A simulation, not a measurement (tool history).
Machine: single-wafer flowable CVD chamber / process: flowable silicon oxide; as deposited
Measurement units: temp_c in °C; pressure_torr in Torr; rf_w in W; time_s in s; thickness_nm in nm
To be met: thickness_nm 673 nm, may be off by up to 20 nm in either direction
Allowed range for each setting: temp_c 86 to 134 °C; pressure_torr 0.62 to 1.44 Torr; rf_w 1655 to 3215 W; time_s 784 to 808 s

run,day,temp_c,pressure_torr,rf_w,time_s,thickness_nm
1,0,110,1.03,2435,784,502.65
2,0.021,110,1.18,2435,784,568.44
3,0.154,110,1.18,2745,784,571.96
4,0.267,110,1.18,2745,784,577.31
5,0.4,110,1.18,2745,808,593.04
6,0.583,109,1.18,2745,808,607.84
7,0.958,108,1.18,2745,808,631.59
8,1.046,107,1.18,2745,808,645.77

Exercise: of the 4 proposed moves below, exactly one satisfies all targets within the stated allowed misses. Which move is it?
A,1.133,109,1.22,2690,807,?
B,1.133,107,1.23,2830,805,?
C,1.133,108,1.2,2655,787,?
D,1.133,105,1.09,2565,805,?

move,thickness_nm
A,627.85
B,671.61
C,619.73
D,629.97
A: its largest miss is bigger than the last run's
B: hits every target within its allowed miss
C: its largest miss is bigger than the last run's
D: its largest miss is bigger than the last run's
Answer: B
